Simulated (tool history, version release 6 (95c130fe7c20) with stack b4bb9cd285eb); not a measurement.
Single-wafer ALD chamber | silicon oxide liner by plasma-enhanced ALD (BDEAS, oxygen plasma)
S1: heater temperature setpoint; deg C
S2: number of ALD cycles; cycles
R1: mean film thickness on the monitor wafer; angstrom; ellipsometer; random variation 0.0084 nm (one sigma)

run 1 hour=0 | S1=310 S2=56 | R1=52.497
run 2 hour=1.4 | S1=316 S2=56 | R1=52.028
run 3 hour=8.4 | S1=316 S2=50 | R1=46.494
run 4 hour=14.4 | S1=325 S2=50 | R1=45.883
run 5 hour=21.6 | S1=334 S2=50 | R1=44.94
run 6 hour=26.3 | S1=334 S2=48 | R1=43.332
run 7 hour=32.1 | S1=334 S2=47 | R1=42.308
run 8 hour=36.2 | S1=334 S2=46 | R1=41.507

Run 9 comes next. What will it give?
run 9 hour=40.8 | S1=334 S2=45 | R1=?

Run 9 gave R1 40.476 angstrom.

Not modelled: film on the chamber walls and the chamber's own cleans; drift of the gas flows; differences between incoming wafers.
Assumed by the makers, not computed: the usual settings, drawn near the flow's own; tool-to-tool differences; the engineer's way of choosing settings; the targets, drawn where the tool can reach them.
